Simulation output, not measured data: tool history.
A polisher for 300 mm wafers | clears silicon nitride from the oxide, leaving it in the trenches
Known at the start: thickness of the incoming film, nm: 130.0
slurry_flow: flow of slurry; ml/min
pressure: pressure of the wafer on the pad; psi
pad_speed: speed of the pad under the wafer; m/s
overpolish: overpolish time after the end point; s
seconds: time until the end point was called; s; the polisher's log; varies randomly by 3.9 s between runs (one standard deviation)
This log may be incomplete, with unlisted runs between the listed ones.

run  hour  slurry_flow  pressure  pad_speed  overpolish  seconds
  1   0.0          170       2.3       1.22          12   147.37
  2   6.2          170       2.3       1.10          12   159.35
  3  15.1          170       1.9       1.08          12   189.78
  4  20.9          170       1.9       1.08          10   187.92
  5  25.2          170       2.2       1.08          10   165.51
  6  34.2          170       2.2       1.18          10   155.69
  7  35.0          170       1.8       1.14          10   187.29
  8  41.5          170       1.5       1.12          10   216.53

Run 9 comes next. What will it give?
  9  50.1          170       1.3       1.12          10        ?

seconds: 243.75 s
